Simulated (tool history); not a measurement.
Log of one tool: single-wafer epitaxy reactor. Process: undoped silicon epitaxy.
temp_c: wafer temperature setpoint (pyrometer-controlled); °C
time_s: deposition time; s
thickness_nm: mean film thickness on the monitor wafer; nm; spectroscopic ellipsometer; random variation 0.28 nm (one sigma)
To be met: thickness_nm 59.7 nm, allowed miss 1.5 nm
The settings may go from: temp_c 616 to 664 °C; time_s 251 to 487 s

| run | hour | temp_c | time_s | thickness_nm |
|---|---|---|---|---|
| 1 | 0 | 640 | 369 | 45.693 |
| 2 | 6.1 | 642 | 369 | 47.888 |
| 3 | 8 | 647 | 369 | 53.59 |
| 4 | 8.9 | 648 | 369 | 54.506 |
| 5 | 16.5 | 641 | 369 | 47.438 |
| 6 | 19.3 | 633 | 369 | 39.752 |
| 7 | 22.7 | 637 | 370 | 43.111 |
| 8 | 30.5 | 649 | 374 | 56.756 |
| 9 | 37.8 | 650 | 374 | 57.646 |

Which of these 4 next moves meets every target?
| A | 45.1 | 648 | 375 | ? |
| B | 45.1 | 652 | 368 | ? |
| C | 45.1 | 649 | 366 | ? |
| D | 45.1 | 648 | 370 | ? |

| move | thickness_nm |
|---|---|
| A | 55.637 |
| B | 59.365 |
| C | 55.453 |
| D | 54.895 |
A: further off than the last run
B: meets every target
C: further off than the last run
D: further off than the last run
Move B is the one to make.

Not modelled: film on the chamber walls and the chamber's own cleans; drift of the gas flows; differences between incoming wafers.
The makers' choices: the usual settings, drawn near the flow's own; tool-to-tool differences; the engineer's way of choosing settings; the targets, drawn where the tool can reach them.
